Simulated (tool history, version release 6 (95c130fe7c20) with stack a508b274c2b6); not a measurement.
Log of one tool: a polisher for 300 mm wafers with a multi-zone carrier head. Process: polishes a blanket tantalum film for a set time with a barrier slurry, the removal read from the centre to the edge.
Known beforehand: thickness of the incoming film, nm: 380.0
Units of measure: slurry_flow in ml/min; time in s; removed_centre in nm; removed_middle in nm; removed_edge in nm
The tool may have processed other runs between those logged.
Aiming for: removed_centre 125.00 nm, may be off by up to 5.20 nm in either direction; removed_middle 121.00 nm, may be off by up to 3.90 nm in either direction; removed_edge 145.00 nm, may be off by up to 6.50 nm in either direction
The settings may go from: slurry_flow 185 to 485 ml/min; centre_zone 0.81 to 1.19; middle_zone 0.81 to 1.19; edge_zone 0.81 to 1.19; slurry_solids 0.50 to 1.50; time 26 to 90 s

run 1 day=0.000 | slurry_flow=310 centre_zone=1.00 middle_zone=1.00 edge_zone=1.00 slurry_solids=1.00 time=58 | removed_centre=108.40 removed_middle=105.31 removed_edge=109.88
run 2 day=0.229 | slurry_flow=310 centre_zone=0.99 middle_zone=0.99 edge_zone=1.02 slurry_solids=1.05 time=58 | removed_centre=109.28 removed_middle=107.19 removed_edge=110.64
run 3 day=0.275 | slurry_flow=300 centre_zone=0.98 middle_zone=0.97 edge_zone=1.04 slurry_solids=1.05 time=60 | removed_centre=111.54 removed_middle=108.74 removed_edge=113.51
run 4 day=0.304 | slurry_flow=300 centre_zone=0.98 middle_zone=0.97 edge_zone=0.96 slurry_solids=1.05 time=60 | removed_centre=111.28 removed_middle=106.14 removed_edge=110.80
run 5 day=0.454 | slurry_flow=340 centre_zone=0.98 middle_zone=0.97 edge_zone=0.96 slurry_solids=1.05 time=60 | removed_centre=114.16 removed_middle=110.53 removed_edge=109.72
run 6 day=0.525 | slurry_flow=395 centre_zone=0.98 middle_zone=0.97 edge_zone=0.96 slurry_solids=1.05 time=60 | removed_centre=112.49 removed_middle=113.35 removed_edge=112.85
run 7 day=0.662 | slurry_flow=385 centre_zone=0.97 middle_zone=0.95 edge_zone=0.99 slurry_solids=1.10 time=61 | removed_centre=116.30 removed_middle=112.19 removed_edge=118.42
-- day=0.821 slurry nozzle cleaned
run 8 day=0.821 | slurry_flow=390 centre_zone=0.97 middle_zone=0.95 edge_zone=1.01 slurry_solids=1.15 time=61 | removed_centre=118.29 removed_middle=115.36 removed_edge=124.15
run 9 day=0.975 | slurry_flow=410 centre_zone=1.00 middle_zone=0.94 edge_zone=1.11 slurry_solids=1.25 time=61 | removed_centre=126.28 removed_middle=117.10 removed_edge=135.19
run 10 day=1.221 | slurry_flow=410 centre_zone=1.00 middle_zone=0.94 edge_zone=1.12 slurry_solids=1.25 time=61 | removed_centre=125.24 removed_middle=116.83 removed_edge=130.28
run 11 day=1.354 | slurry_flow=410 centre_zone=0.99 middle_zone=0.93 edge_zone=1.13 slurry_solids=1.30 time=61 | removed_centre=124.58 removed_middle=118.25 removed_edge=133.47

Which one of the following 4 next-run settings gets every result inside its allowed miss? There is exactly one.
run A day=1.488 | slurry_flow=485 centre_zone=1.04 middle_zone=0.90 edge_zone=1.19 slurry_solids=0.90 time=70 | removed_centre=? removed_middle=? removed_edge=?
run B day=1.488 | slurry_flow=360 centre_zone=1.00 middle_zone=1.02 edge_zone=0.99 slurry_solids=1.35 time=58 | removed_centre=? removed_middle=? removed_edge=?
run C day=1.488 | slurry_flow=460 centre_zone=0.92 middle_zone=0.88 edge_zone=1.17 slurry_solids=1.20 time=66 | removed_centre=? removed_middle=? removed_edge=?
run D day=1.488 | slurry_flow=460 centre_zone=1.00 middle_zone=0.96 edge_zone=1.11 slurry_solids=1.30 time=60 | removed_centre=? removed_middle=? removed_edge=?

move=A removed_centre=138.08 removed_middle=116.90 removed_edge=143.75
move=B removed_centre=122.51 removed_middle=120.01 removed_edge=121.36
move=C removed_centre=126.15 removed_middle=118.74 removed_edge=147.48
move=D removed_centre=127.55 removed_middle=118.58 removed_edge=133.22
A: gets the furthest-off result to its target, but another result is out of tolerance
B: misses by more than the last run did
C: all results in spec
D: no better and no worse than the last run
Go with C: it meets all targets.

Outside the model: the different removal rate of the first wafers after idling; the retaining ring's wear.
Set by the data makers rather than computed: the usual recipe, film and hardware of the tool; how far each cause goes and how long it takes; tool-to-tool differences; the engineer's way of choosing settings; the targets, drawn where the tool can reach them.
